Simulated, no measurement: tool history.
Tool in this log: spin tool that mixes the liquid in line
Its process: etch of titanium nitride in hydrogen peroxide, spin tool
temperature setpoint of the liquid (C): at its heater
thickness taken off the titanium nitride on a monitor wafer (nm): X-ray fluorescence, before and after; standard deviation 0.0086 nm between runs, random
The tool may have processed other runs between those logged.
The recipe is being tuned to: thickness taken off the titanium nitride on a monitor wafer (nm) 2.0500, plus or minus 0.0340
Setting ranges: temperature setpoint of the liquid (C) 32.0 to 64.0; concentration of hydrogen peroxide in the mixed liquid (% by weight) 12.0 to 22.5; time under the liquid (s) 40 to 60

run	hour	temperature setpoint of the liquid (C)	concentration of hydrogen peroxide in the mixed liquid (% by weight)	time under the liquid (s)	thickness taken off the titanium nitride on a monitor wafer (nm)
1	0.0	48.0	15.5	60	1.5888
2	7.6	48.0	17.5	60	1.6402
3	13.6	48.5	17.5	60	1.6944
4	14.2	48.5	17.5	60	1.6747
5	19.6	48.5	20.5	60	1.7431
6	22.5	48.5	20.5	60	1.7395
7	27.2	49.0	20.5	60	1.7998
# hour 35.5: peroxide flow meter replaced
8	35.5	50.0	20.5	60	2.0034

Which single option among these 4 for the next run brings every result within its allowed miss of target? Just one does.
A	43.8	49.5	22.5	60	?
B	43.8	50.5	19.5	60	?
C	43.8	50.0	20.0	60	?
D	43.8	49.5	20.0	60	?

move	thickness taken off the titanium nitride on a monitor wafer (nm)
A	1.9646
B	2.0478
C	1.9860
D	1.9155
A: further off than the last run
B: each result inside its tolerance
C: further off than the last run
D: further off than the last run
The right move is B.
